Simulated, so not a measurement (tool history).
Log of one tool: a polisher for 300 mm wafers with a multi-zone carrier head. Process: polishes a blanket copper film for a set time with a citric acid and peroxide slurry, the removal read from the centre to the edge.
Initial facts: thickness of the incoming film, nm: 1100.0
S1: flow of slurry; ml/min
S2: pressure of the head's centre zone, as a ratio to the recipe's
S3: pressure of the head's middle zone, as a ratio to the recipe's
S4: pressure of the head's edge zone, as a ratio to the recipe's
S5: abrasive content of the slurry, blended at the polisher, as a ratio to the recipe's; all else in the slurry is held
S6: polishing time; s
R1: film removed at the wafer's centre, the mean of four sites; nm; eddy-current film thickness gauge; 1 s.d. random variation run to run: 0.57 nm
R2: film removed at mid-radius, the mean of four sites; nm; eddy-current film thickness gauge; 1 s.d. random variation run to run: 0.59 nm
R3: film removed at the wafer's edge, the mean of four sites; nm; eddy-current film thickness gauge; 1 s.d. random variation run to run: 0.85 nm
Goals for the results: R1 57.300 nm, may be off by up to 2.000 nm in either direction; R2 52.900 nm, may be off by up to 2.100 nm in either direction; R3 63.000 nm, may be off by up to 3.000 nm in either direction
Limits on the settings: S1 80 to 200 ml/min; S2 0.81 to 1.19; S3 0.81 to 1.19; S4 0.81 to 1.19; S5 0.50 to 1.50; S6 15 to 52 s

run	day	S1	S2	S3	S4	S5	S6	R1	R2	R3
1	0.000	130	1.00	1.00	1.00	1.00	33	70.194	68.926	69.576
2	0.225	130	1.00	1.00	1.00	0.90	33	66.893	66.788	67.266
3	0.321	130	1.00	1.00	1.07	0.90	33	66.825	66.514	70.664
4	0.517	100	1.00	1.00	1.07	0.90	33	64.198	65.618	67.486
5	0.621	100	1.00	1.00	1.07	1.05	33	66.242	67.592	70.461
6	0.821	100	0.99	0.97	1.07	1.00	33	64.768	65.968	68.761
7	1.121	105	0.99	0.95	1.09	0.95	33	65.469	63.782	71.122
8	1.433	105	0.98	0.93	1.08	0.90	33	64.492	61.715	68.645
9	1.679	105	0.97	0.91	1.08	0.85	33	62.401	60.189	67.332
10	1.950	105	0.96	0.89	1.08	0.85	33	61.679	60.398	68.112
11	2.104	105	0.96	0.88	1.08	0.80	33	61.229	58.217	66.142
12	2.208	85	0.93	0.82	1.07	0.75	33	54.916	53.037	65.725

4 candidate next runs follow, results not yet known. Just one meets every target within its allowed miss. Identify it.
A	2.312	125	1.13	0.83	1.05	0.65	29	?	?	?
B	2.312	80	0.89	0.88	1.01	0.75	32	?	?	?
C	2.312	85	0.93	0.86	1.08	0.70	33	?	?	?
D	2.312	95	0.96	0.85	1.11	0.75	32	?	?	?

move	R1	R2	R3
A	61.655	48.290	56.127
B	50.627	53.059	59.589
C	54.377	53.595	62.933
D	56.638	53.484	63.760
A: takes the result that was furthest off past its target
B: the biggest miss grows against the last run
C: the biggest miss grows against the last run
D: all results in spec
D meets every target.
